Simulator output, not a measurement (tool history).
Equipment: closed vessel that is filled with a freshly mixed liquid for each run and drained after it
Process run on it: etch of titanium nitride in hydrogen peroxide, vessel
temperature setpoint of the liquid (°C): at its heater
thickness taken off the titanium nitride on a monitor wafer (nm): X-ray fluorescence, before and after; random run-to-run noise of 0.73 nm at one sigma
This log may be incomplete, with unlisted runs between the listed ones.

run	hour	temperature setpoint of the liquid (°C)	concentration of hydrogen peroxide in the mixed liquid (% by weight)	time in the liquid (s)	thickness taken off the titanium nitride on a monitor wafer (nm)
1	0.0	57.0	19.0	1160	49.463
2	8.8	59.5	19.5	1165	59.798
3	15.5	59.5	19.5	1235	63.073
4	18.4	61.0	19.5	1235	69.709
5	22.0	62.5	20.0	1235	76.896
6	24.7	62.5	22.5	1235	78.884
7	27.8	63.5	22.5	1235	85.943

For run 8, what comes out?
8	35.1	64.0	22.5	1235	?

thickness taken off the titanium nitride on a monitor wafer (nm): 87.728
